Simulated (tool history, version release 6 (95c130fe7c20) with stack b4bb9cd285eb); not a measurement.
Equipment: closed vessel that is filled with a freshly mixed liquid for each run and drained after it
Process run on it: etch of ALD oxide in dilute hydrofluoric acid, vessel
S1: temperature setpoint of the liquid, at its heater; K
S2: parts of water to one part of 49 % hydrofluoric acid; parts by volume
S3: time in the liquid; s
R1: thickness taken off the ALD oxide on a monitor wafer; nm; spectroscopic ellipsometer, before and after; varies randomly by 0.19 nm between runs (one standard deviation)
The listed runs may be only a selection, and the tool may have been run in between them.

run 1 hour=0 | S1=296.15 S2=135 S3=60 | R1=12.062
run 2 hour=4.1 | S1=297.15 S2=130 S3=60 | R1=12.721
run 3 hour=5.3 | S1=297.15 S2=110 S3=60 | R1=15.734
run 4 hour=9.4 | S1=297.15 S2=60 S3=60 | R1=31.029
run 5 hour=16.9 | S1=300.65 S2=60 S3=60 | R1=34.874
run 6 hour=23.9 | S1=300.65 S2=95 S3=60 | R1=21.437
run 7 hour=27 | S1=300.15 S2=95 S3=60 | R1=20.959

Run 8, settings as shown, results not yet in. Your forecast:
run 8 hour=33 | S1=300.15 S2=95 S3=60 | R1=?

{"run 8": {"R1": 20.965}}
